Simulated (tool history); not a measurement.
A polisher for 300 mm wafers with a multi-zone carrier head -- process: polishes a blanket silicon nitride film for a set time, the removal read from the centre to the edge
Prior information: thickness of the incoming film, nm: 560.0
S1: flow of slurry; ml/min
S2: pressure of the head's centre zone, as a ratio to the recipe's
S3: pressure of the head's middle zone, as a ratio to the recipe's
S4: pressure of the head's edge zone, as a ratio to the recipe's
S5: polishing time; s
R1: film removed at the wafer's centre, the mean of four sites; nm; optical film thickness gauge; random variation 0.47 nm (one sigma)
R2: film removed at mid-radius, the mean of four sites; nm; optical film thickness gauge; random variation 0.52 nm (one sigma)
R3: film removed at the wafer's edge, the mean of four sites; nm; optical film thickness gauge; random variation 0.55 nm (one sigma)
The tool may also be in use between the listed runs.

run 1 hour=0.0 | S1=225 S2=1.00 S3=1.00 S4=1.00 S5=56 | R1=102.270 R2=109.320 R3=109.470
run 2 hour=2.9 | S1=180 S2=1.00 S3=1.00 S4=1.00 S5=56 | R1=100.090 R2=103.110 R3=106.980
run 3 hour=6.3 | S1=180 S2=1.00 S3=0.97 S4=1.00 S5=56 | R1=101.780 R2=101.650 R3=105.670
run 4 hour=15.2 | S1=180 S2=1.00 S3=0.97 S4=1.00 S5=42 | R1=74.997 R2=75.452 R3=80.261
run 5 hour=23.5 | S1=180 S2=0.95 S3=0.97 S4=1.00 S5=42 | R1=73.380 R2=76.860 R3=80.942
run 6 hour=28.9 | S1=175 S2=0.97 S3=0.95 S4=0.94 S5=40 | R1=70.611 R2=71.405 R3=73.659
run 7 hour=35.3 | S1=165 S2=0.98 S3=0.93 S4=0.91 S5=40 | R1=69.619 R2=68.660 R3=73.833

What will run 8 give?
run 8 hour=41.7 | S1=170 S2=1.02 S3=0.94 S4=0.88 S5=39 | R1=? R2=? R3=?

Run 8 came out at R1 70.471 nm, R2 68.907 nm, R3 70.938 nm.
